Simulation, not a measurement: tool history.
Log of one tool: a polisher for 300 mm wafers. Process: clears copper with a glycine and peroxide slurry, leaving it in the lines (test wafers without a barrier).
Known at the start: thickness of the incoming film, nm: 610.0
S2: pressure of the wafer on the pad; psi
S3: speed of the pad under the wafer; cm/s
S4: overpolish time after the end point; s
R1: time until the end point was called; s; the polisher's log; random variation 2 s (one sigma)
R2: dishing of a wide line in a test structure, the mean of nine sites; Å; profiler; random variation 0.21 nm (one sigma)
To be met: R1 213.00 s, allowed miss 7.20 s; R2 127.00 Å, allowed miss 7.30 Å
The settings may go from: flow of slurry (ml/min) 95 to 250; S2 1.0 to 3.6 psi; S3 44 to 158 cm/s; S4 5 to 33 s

{"run": 1, "hour": 0.0, "flow of slurry (ml/min)": 160, "S2": 2.3, "S3": 100, "S4": 17, "R1": 152.24, "R2": 114.84}
{"run": 2, "hour": 6.3, "flow of slurry (ml/min)": 160, "S2": 2.3, "S3": 122, "S4": 17, "R1": 130.08, "R2": 112.63}
{"run": 3, "hour": 10.4, "flow of slurry (ml/min)": 160, "S2": 2.0, "S3": 122, "S4": 17, "R1": 143.64, "R2": 115.01}
{"run": 4, "hour": 16.4, "flow of slurry (ml/min)": 160, "S2": 1.8, "S3": 120, "S4": 18, "R1": 159.81, "R2": 114.46}
{"run": 5, "hour": 19.3, "flow of slurry (ml/min)": 160, "S2": 1.8, "S3": 120, "S4": 21, "R1": 157.93, "R2": 117.95}
{"run": 6, "hour": 20.8, "flow of slurry (ml/min)": 160, "S2": 1.6, "S3": 120, "S4": 22, "R1": 173.29, "R2": 117.76}
{"run": 7, "hour": 26.5, "flow of slurry (ml/min)": 160, "S2": 1.5, "S3": 120, "S4": 24, "R1": 181.03, "R2": 116.62}
{"run": 8, "hour": 29.8, "flow of slurry (ml/min)": 170, "S2": 1.4, "S3": 118, "S4": 26, "R1": 193.9, "R2": 120.44}
{"run": 9, "hour": 33.3, "flow of slurry (ml/min)": 175, "S2": 1.4, "S3": 118, "S4": 27, "R1": 195.03, "R2": 118.56}
{"run": 10, "hour": 35.9, "flow of slurry (ml/min)": 160, "S2": 1.4, "S3": 118, "S4": 28, "R1": 193.45, "R2": 122.48}
{"run": 11, "hour": 38.9, "flow of slurry (ml/min)": 155, "S2": 1.4, "S3": 118, "S4": 29, "R1": 192.67, "R2": 118.78}
{"run": 12, "hour": 40.4, "flow of slurry (ml/min)": 170, "S2": 1.4, "S3": 118, "S4": 30, "R1": 195.4, "R2": 122.23}
{"run": 13, "hour": 42.0, "flow of slurry (ml/min)": 170, "S2": 1.4, "S3": 118, "S4": 30, "R1": 192.95, "R2": 120.45}
{"run": 14, "hour": 44.8, "flow of slurry (ml/min)": 170, "S2": 1.4, "S3": 118, "S4": 31, "R1": 196.91, "R2": 124.28}
{"run": 15, "hour": 48.2, "flow of slurry (ml/min)": 175, "S2": 1.4, "S3": 118, "S4": 31, "R1": 191.46, "R2": 122.37}
{"run": 16, "hour": 53.7, "flow of slurry (ml/min)": 180, "S2": 1.4, "S3": 118, "S4": 31, "R1": 193.31, "R2": 119.08}
{"run": 17, "hour": 60.5, "flow of slurry (ml/min)": 135, "S2": 1.2, "S3": 116, "S4": 33, "R1": 225.59, "R2": 126.24}

Which of these 5 next moves meets every target?
{"run": "A", "hour": 67.3, "flow of slurry (ml/min)": 140, "S2": 1.1, "S3": 114, "S4": 31, "R1": "?", "R2": "?"}
{"run": "B", "hour": 67.3, "flow of slurry (ml/min)": 130, "S2": 1.2, "S3": 100, "S4": 33, "R1": "?", "R2": "?"}
{"run": "C", "hour": 67.3, "flow of slurry (ml/min)": 200, "S2": 1.0, "S3": 138, "S4": 18, "R1": "?", "R2": "?"}
{"run": "D", "hour": 67.3, "flow of slurry (ml/min)": 150, "S2": 1.4, "S3": 96, "S4": 28, "R1": "?", "R2": "?"}
{"run": "E", "hour": 67.3, "flow of slurry (ml/min)": 200, "S2": 1.4, "S3": 98, "S4": 30, "R1": "?", "R2": "?"}

move=A R1=243.45 R2=126.60
move=B R1=254.77 R2=128.63
move=C R1=214.47 R2=117.57
move=D R1=228.85 R2=125.88
move=E R1=215.16 R2=126.30
A: further off than the last run
B: further off than the last run
C: brings the result that was furthest off to its target, and leaves another outside
D: further off than the last run
E: meets every target
Move E is the one to make.
